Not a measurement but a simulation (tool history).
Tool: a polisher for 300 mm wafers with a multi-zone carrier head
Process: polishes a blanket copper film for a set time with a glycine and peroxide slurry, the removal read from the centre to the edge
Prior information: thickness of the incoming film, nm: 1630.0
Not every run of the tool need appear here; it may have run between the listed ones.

run,hour,flow of slurry (ml/min),pressure of the head's centre zone,pressure of the head's middle zone,pressure of the head's edge zone,polishing time (s),film removed at the wafer's centre (angstrom),film removed at mid-radius (angstrom),film removed at the wafer's edge (angstrom)
1,0.0,195,1.00,1.00,1.00,64,2717.4,2730.1,2746.5
2,7.3,205,1.03,1.02,1.01,67,3020.7,2931.9,2887.6
3,9.5,205,1.03,1.02,1.01,72,3212.9,3227.5,3190.3
4,11.7,215,1.05,1.04,1.02,73,3377.7,3261.0,3228.1
5,17.6,215,1.05,1.04,0.96,73,3414.0,3182.0,3166.3
6,19.2,215,1.05,0.97,0.96,73,3287.3,3072.1,3132.3

Expected results for the next run?
7,21.6,220,1.06,1.01,0.98,74,?,?,?

Run 7 yielded film removed at the wafer's centre (angstrom) 3559.0, film removed at mid-radius (angstrom) 3241.4, film removed at the wafer's edge (angstrom) 3235.3.
